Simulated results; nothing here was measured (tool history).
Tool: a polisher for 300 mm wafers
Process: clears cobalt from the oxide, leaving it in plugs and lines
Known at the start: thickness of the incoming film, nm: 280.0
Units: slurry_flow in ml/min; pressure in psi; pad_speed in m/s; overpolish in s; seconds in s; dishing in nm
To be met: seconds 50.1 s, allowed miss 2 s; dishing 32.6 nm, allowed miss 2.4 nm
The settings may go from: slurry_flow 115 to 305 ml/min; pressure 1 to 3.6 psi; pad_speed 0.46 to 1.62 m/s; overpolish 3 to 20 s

| run | hour | slurry_flow | pressure | pad_speed | overpolish | seconds | dishing |
|---|---|---|---|---|---|---|---|
| 1 | 0 | 195 | 2.3 | 1.04 | 10 | 40.886 | 43.998 |
| 2 | 7.6 | 195 | 2.3 | 1.28 | 10 | 33.118 | 53.509 |
| 3 | 8.8 | 175 | 2.3 | 1.28 | 10 | 32.883 | 50.077 |
| 4 | 11.5 | 170 | 2.2 | 1.28 | 10 | 35.384 | 48.92 |
| 5 | 16.8 | 170 | 2.7 | 1.28 | 10 | 28.833 | 54.945 |
| 6 | 18.2 | 170 | 2.7 | 1.4 | 10 | 26.253 | 57.812 |
| 7 | 22.8 | 170 | 2.5 | 1.4 | 10 | 28.725 | 57.204 |
| 8 | 23.9 | 170 | 2.5 | 1.4 | 10 | 28.409 | 55.479 |
| 9 | 31.1 | 170 | 2.3 | 1.4 | 10 | 30.6 | 53.053 |

4 next moves are on the table. One of them brings every result within its allowed miss. Which?
| A | 38.3 | 130 | 1.9 | 1.42 | 6 | ? | ? |
| B | 38.3 | 170 | 1.5 | 1.1 | 9 | ? | ? |
| C | 38.3 | 160 | 1.7 | 1.12 | 8 | ? | ? |
| D | 38.3 | 145 | 1.9 | 0.84 | 11 | ? | ? |

| move | seconds | dishing |
|---|---|---|
| A | 37.358 | 32.65 |
| B | 56.628 | 32.432 |
| C | 50.16 | 32.505 |
| D | 60.885 | 35.797 |
A: nearer than the last run, and not there yet
B: takes the result that was furthest off past its target
C: meets every target
D: takes the result that was furthest off past its target
The right move is C.
